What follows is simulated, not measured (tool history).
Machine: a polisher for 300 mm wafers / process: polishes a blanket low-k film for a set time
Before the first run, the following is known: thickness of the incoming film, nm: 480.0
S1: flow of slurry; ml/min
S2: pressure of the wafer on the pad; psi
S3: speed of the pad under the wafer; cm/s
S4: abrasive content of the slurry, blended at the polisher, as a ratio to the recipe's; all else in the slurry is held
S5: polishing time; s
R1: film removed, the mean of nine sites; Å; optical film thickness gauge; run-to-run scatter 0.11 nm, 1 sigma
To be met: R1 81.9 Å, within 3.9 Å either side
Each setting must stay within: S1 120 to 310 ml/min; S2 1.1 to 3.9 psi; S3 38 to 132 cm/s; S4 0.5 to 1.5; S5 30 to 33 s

| run | hour | S1 | S2 | S3 | S4 | S5 | R1 |
|---|---|---|---|---|---|---|---|
| 1 | 0 | 200 | 2.5 | 84 | 1 | 33 | 160.77 |
| 2 | 7.3 | 200 | 2.5 | 66 | 1 | 33 | 134.14 |
| 3 | 8.2 | 200 | 2.3 | 66 | 1 | 33 | 125.12 |
| 4 | 14.7 | 175 | 2.3 | 66 | 1 | 33 | 119.47 |
|  | 22.2 | head pressure recalibrated |
| 5 | 22.2 | 175 | 2.3 | 66 | 1 | 33 | 109.51 |
| 6 | 23.3 | 170 | 2.3 | 66 | 1 | 33 | 108.94 |
| 7 | 24.1 | 165 | 2.3 | 66 | 1 | 33 | 110.5 |
| 8 | 29 | 160 | 2.2 | 66 | 1 | 33 | 103.27 |
| 9 | 36.2 | 155 | 1.6 | 64 | 1 | 33 | 74.685 |
| 10 | 40.9 | 160 | 1.6 | 64 | 1 | 33 | 75.516 |

Which single option among these 5 for the next run brings every result within its allowed miss of target? Just one does.
| A | 45.6 | 135 | 1.8 | 76 | 1 | 33 | ? |
| B | 45.6 | 185 | 1.5 | 70 | 0.9 | 31 | ? |
| C | 45.6 | 175 | 1.5 | 64 | 1.1 | 33 | ? |
| D | 45.6 | 160 | 1.4 | 74 | 1.1 | 30 | ? |
| E | 45.6 | 160 | 1.8 | 68 | 0.95 | 32 | ? |

| move | R1 |
|---|---|
| A | 91.298 |
| B | 68.964 |
| C | 72.805 |
| D | 68.523 |
| E | 82.356 |
A: moves the result that the last run missed by most past its target, out the other side
B: its largest miss is bigger than the last run's
C: its largest miss is bigger than the last run's
D: its largest miss is bigger than the last run's
E: every result lands within tolerance
Go with E: it meets all targets.
